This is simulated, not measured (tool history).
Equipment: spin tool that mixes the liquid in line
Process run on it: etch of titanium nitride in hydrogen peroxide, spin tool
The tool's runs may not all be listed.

run	hour	temperature setpoint of the liquid (C)	concentration of hydrogen peroxide in the mixed liquid (% by weight)	time under the liquid (s)	thickness taken off the titanium nitride on a monitor wafer (nm)
1	0.0	57.0	20.0	60	2.6961
2	3.7	59.5	20.0	60	3.1697
3	5.7	59.5	17.5	60	3.1002
4	12.0	60.5	17.5	60	3.3154
5	16.1	60.5	13.5	60	3.1312
6	25.2	60.5	16.0	60	3.2422
7	25.9	61.5	16.0	60	3.4704
8	32.6	62.5	16.0	60	3.6980

Forecast run 9:
9	36.5	63.0	16.0	60	?

Run 9 produced thickness taken off the titanium nitride on a monitor wafer (nm) 3.8108.

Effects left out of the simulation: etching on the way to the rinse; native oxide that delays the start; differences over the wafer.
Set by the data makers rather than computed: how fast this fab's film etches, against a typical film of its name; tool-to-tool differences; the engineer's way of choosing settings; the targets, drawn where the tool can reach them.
